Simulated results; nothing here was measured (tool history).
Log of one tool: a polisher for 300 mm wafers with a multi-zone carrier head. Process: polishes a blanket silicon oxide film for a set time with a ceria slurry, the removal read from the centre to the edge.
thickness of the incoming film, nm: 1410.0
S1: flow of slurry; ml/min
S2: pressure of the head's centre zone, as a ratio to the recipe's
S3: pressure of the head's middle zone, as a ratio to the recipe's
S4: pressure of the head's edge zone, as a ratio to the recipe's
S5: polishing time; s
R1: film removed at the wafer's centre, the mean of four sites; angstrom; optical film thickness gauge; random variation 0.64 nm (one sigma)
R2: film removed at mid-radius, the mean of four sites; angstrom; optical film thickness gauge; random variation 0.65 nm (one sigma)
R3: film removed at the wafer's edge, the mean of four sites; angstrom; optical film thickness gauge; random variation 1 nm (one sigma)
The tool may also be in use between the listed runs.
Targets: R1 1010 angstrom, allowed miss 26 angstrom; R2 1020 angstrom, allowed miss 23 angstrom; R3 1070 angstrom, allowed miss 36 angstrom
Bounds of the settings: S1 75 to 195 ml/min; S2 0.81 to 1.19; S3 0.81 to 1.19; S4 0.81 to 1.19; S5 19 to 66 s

run 1 hour=0 | S1=125 S2=1 S3=1 S4=1 S5=42 | R1=2101.1 R2=2148.9 R3=2208.5
run 2 hour=3.6 | S1=125 S2=1 S3=1 S4=1 S5=51 | R1=2569 R2=2587.1 R3=2634.3
run 3 hour=5.9 | S1=125 S2=1 S3=1 S4=1 S5=59 | R1=2953.2 R2=3033.8 R3=2997.7
run 4 hour=12.4 | S1=125 S2=1 S3=1 S4=1 S5=63 | R1=3157.9 R2=3186.8 R3=3244.5
run 5 hour=13.1 | S1=125 S2=1 S3=0.96 S4=1 S5=63 | R1=3165 R2=3105.7 R3=3224.7
run 6 hour=19.1 | S1=115 S2=0.96 S3=0.93 S4=0.96 S5=53 | R1=2490.5 R2=2509.2 R3=2639.3
run 7 hour=28 | S1=105 S2=0.93 S3=0.9 S4=0.93 S5=45 | R1=1987.6 R2=1995.2 R3=2148.6
run 8 hour=30.1 | S1=100 S2=0.91 S3=0.88 S4=0.9 S5=39 | R1=1646.1 R2=1660.8 R3=1857.2
run 9 hour=33.5 | S1=95 S2=0.92 S3=0.89 S4=0.88 S5=34 | R1=1417.4 R2=1470.3 R3=1565.5
run 10 hour=37.2 | S1=90 S2=0.93 S3=0.88 S4=0.86 S5=31 | R1=1273.8 R2=1286.8 R3=1407.1
run 11 hour=42.6 | S1=90 S2=0.94 S3=0.89 S4=0.85 S5=29 | R1=1218.6 R2=1217.3 R3=1322.3
run 12 hour=50.6 | S1=90 S2=0.94 S3=0.92 S4=0.81 S5=20 | R1=844.38 R2=868.07 R3=880.13
run 13 hour=59.4 | S1=105 S2=0.93 S3=0.91 S4=0.84 S5=20 | R1=874.53 R2=907.47 R3=941.86
run 14 hour=60.3 | S1=115 S2=0.94 S3=0.91 S4=0.86 S5=20 | R1=917.67 R2=926.13 R3=964.52
run 15 hour=66 | S1=125 S2=0.94 S3=0.91 S4=0.88 S5=20 | R1=943.44 R2=950.54 R3=973.5
run 16 hour=69.3 | S1=130 S2=0.93 S3=0.91 S4=0.9 S5=20 | R1=934.82 R2=944.99 R3=986.3
run 17 hour=71.9 | S1=135 S2=0.93 S3=0.92 S4=0.92 S5=20 | R1=960.34 R2=965.73 R3=1019.4
run 18 hour=73.2 | S1=140 S2=0.93 S3=0.93 S4=0.93 S5=20 | R1=968 R2=998.55 R3=1035.5

4 next moves are on the table. One of them brings every result within its allowed miss. Which?
run A hour=74.5 | S1=145 S2=0.98 S3=0.92 S4=0.94 S5=20 | R1=? R2=? R3=?
run B hour=74.5 | S1=160 S2=1.01 S3=0.95 S4=0.92 S5=20 | R1=? R2=? R3=?
run C hour=74.5 | S1=110 S2=0.88 S3=0.94 S4=1 S5=21 | R1=? R2=? R3=?
run D hour=74.5 | S1=85 S2=0.97 S3=0.94 S4=0.85 S5=24 | R1=? R2=? R3=?

move=A R1=1021.8 R2=974.46 R3=1026.7
move=B R1=1077.1 R2=1020.6 R3=1032.2
move=C R1=890.81 R2=973.28 R3=1053.3
move=D R1=1015.6 R2=1019.2 R3=1065.6
A: brings the result that was furthest off to its target, and leaves another outside
B: takes the result that was furthest off past its target
C: further off than the last run
D: meets every target
Move D is the one to make.

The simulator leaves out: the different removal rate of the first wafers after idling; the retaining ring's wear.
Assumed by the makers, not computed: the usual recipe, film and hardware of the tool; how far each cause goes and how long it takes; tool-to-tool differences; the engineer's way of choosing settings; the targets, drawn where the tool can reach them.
